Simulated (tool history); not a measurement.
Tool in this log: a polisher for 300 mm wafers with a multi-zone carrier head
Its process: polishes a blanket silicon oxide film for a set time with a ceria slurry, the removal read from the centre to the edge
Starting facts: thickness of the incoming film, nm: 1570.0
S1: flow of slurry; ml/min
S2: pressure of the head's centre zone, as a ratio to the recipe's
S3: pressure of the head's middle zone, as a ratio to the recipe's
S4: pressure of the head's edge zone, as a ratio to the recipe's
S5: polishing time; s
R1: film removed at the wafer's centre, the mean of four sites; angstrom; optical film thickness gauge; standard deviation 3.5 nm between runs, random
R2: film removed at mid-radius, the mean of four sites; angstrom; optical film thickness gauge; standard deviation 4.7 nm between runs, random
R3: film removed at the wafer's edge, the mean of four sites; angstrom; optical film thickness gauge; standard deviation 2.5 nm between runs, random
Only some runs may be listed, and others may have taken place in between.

{"run": 1, "hour": 0.0, "S1": 170, "S2": 1.0, "S3": 1.0, "S4": 1.0, "S5": 39, "R1": 3007.5, "R2": 2953.4, "R3": 3062.3}
{"run": 2, "hour": 2.3, "S1": 185, "S2": 1.0, "S3": 1.0, "S4": 1.04, "S5": 39, "R1": 3042.8, "R2": 2935.4, "R3": 3130.5}
{"run": 3, "hour": 3.6, "S1": 185, "S2": 1.06, "S3": 1.0, "S4": 1.04, "S5": 39, "R1": 3279.5, "R2": 2934.0, "R3": 3145.8}
{"run": 4, "hour": 12.6, "S1": 190, "S2": 1.04, "S3": 1.01, "S4": 1.08, "S5": 40, "R1": 3298.2, "R2": 3005.4, "R3": 3300.2}
{"run": 5, "hour": 15.2, "S1": 190, "S2": 1.04, "S3": 1.01, "S4": 1.04, "S5": 40, "R1": 3328.9, "R2": 3157.4, "R3": 3226.9}
{"run": 6, "hour": 16.3, "S1": 190, "S2": 1.04, "S3": 1.01, "S4": 0.98, "S5": 40, "R1": 3266.8, "R2": 3079.8, "R3": 3104.4}
{"run": 7, "hour": 18.9, "S1": 190, "S2": 1.03, "S3": 1.01, "S4": 1.02, "S5": 40, "R1": 3193.3, "R2": 3053.8, "R3": 3227.7}
{"run": 8, "hour": 20.8, "S1": 190, "S2": 1.03, "S3": 1.01, "S4": 1.02, "S5": 40, "R1": 3316.6, "R2": 3122.2, "R3": 3168.4}

The next listed run, before its measurement:
{"run": 9, "hour": 25.8, "S1": 190, "S2": 1.02, "S3": 1.01, "S4": 1.05, "S5": 40, "R1": "?", "R2": "?", "R3": "?"}

Run 9 produced R1 3196.2 angstrom, R2 3055.0 angstrom, R3 3236.3 angstrom.
